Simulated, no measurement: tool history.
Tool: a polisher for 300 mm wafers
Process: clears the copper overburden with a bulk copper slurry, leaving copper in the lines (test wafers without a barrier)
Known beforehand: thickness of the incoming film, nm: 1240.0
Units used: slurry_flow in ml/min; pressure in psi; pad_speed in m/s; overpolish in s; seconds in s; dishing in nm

{"run": 1, "hour": 0.0, "slurry_flow": 165, "pressure": 3.1, "pad_speed": 1.34, "slurry_solids": 1.0, "overpolish": 16, "seconds": 112.31, "dishing": 59.648}
{"run": 2, "hour": 5.7, "slurry_flow": 165, "pressure": 2.9, "pad_speed": 1.34, "slurry_solids": 1.0, "overpolish": 15, "seconds": 117.92, "dishing": 56.926}
{"run": 3, "hour": 7.8, "slurry_flow": 165, "pressure": 2.7, "pad_speed": 1.34, "slurry_solids": 1.0, "overpolish": 14, "seconds": 128.89, "dishing": 55.306}
{"run": 4, "hour": 8.7, "slurry_flow": 165, "pressure": 2.7, "pad_speed": 1.34, "slurry_solids": 1.0, "overpolish": 18, "seconds": 128.08, "dishing": 61.018}
{"run": 5, "hour": 13.3, "slurry_flow": 165, "pressure": 2.6, "pad_speed": 1.32, "slurry_solids": 1.0, "overpolish": 16, "seconds": 134.41, "dishing": 56.922}
{"run": 6, "hour": 18.7, "slurry_flow": 165, "pressure": 2.5, "pad_speed": 1.3, "slurry_solids": 1.0, "overpolish": 15, "seconds": 141.16, "dishing": 53.983}
{"run": 7, "hour": 22.5, "slurry_flow": 165, "pressure": 2.4, "pad_speed": 1.3, "slurry_solids": 1.0, "overpolish": 14, "seconds": 144.66, "dishing": 51.743}

Predict the results of run 8:
{"run": 8, "hour": 28.7, "slurry_flow": 165, "pressure": 2.3, "pad_speed": 1.3, "slurry_solids": 1.0, "overpolish": 13, "seconds": "?", "dishing": "?"}

Run 8 yielded seconds 150.37 s, dishing 48.369 nm.

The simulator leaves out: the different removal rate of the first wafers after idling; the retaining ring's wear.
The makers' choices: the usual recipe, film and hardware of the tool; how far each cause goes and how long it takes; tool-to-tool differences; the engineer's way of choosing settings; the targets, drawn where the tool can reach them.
